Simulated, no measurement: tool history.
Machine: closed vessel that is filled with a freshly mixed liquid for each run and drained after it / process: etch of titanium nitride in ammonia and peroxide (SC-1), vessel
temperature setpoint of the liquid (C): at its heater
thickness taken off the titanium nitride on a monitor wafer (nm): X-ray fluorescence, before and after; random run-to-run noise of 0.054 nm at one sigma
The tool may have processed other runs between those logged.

run,hour,temperature setpoint of the liquid (C),parts of water to one part of 30 % peroxide (parts by volume),parts of 29 % ammonia solution to one part of 30 % peroxide (parts by volume),time in the liquid (s),thickness taken off the titanium nitride on a monitor wafer (nm)
1,0,54,20,0.8,890,36.355
2,3.6,48,20,0.8,890,23.948
3,12,46.5,20,0.8,890,21.478
4,19.3,51.5,20,0.8,890,30.77
5,21.3,51.5,20,1,890,31.842
# hour 24.4: thermometer replaced
6,24.4,49.5,20,1,890,32.305

Expected results for the next run?
7,30.6,47.5,20.5,1,890,?

Run 7 yielded thickness taken off the titanium nitride on a monitor wafer (nm) 27.686.

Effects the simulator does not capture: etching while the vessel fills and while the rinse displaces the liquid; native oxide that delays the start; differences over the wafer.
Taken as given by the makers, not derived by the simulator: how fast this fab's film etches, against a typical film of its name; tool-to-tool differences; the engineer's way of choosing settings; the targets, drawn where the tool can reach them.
